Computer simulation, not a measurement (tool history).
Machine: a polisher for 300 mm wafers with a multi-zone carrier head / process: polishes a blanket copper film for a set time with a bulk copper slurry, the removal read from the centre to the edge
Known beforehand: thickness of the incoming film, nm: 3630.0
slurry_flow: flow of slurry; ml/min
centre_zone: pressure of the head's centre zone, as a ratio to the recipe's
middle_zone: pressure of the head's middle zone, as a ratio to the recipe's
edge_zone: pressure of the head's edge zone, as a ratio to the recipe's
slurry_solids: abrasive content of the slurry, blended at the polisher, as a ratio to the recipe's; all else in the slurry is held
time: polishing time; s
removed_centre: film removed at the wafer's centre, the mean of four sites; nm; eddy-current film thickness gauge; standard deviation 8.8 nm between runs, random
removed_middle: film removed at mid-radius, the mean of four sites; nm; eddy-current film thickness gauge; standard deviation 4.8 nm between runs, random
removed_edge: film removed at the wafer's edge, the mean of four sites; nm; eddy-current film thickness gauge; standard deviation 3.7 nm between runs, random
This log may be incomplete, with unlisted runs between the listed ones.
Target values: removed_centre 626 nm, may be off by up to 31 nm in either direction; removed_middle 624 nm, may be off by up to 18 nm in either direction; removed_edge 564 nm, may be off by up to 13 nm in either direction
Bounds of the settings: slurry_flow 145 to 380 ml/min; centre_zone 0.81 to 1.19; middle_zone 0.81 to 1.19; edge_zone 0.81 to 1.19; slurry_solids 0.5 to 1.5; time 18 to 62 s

run	day	slurry_flow	centre_zone	middle_zone	edge_zone	slurry_solids	time	removed_centre	removed_middle	removed_edge
1	0	245	1	1	1	1	40	510.06	503.1	500.19
2	0.304	245	1.05	1	1	1	40	540.4	507.7	501.09
3	0.421	260	1.07	1.04	1.03	1.05	40	555.37	527.28	515.67
4	0.45	260	1.07	1.04	1.03	1.05	31	433.8	411.35	399.95
5	0.804	295	1.07	1.04	1.03	1.05	31	446.54	413.07	404.42
6	1.071	295	1.08	1.07	1.04	1.15	33	475.7	462.35	441.63
7	1.2	305	1.11	1.09	1.05	1.25	34	514.47	498.53	467.56
8	1.458	310	1.13	1.11	1.07	1.3	35	542.99	527.54	489.69
9	1.575	315	1.14	1.13	1.09	1.35	36	594.25	551.51	514.05
10	1.742	320	1.13	1.15	1.1	1.4	36	583.52	576.59	526.57
11	2.088	325	1.13	1.16	1.11	1.45	36	583.23	575.61	530.58
12	2.346	330	1.13	1.17	1.11	1.45	36	572.85	581.04	525.87
13	2.546	350	1.17	1.19	1.16	1.5	38	643.35	641.4	578.51

Pick the move, out of 5, that brings all results within their allowed miss; only one does.
A	2.746	285	1.15	1.11	1.13	1.5	38	?	?	?
B	2.746	370	1.13	1.19	1.15	1.5	37	?	?	?
C	2.746	380	1.18	1.16	1.13	1.5	36	?	?	?
D	2.746	375	1.01	1.19	1.17	1.5	37	?	?	?
E	2.746	355	0.98	1.19	1.12	1.5	39	?	?	?

move	removed_centre	removed_middle	removed_edge
A	628.91	584.51	560.02
B	618.06	619.03	559.86
C	629.47	590.26	540.94
D	552.63	620.06	565.36
E	562.31	650.82	580.65
A: meets the target for the result that was furthest off, but another lies outside its allowed miss
B: every result lands within tolerance
C: the result that was furthest off in the last run now lies on the other side of its target
D: meets the target for the result that was furthest off, but another lies outside its allowed miss
E: the biggest miss grows against the last run
Answer: B
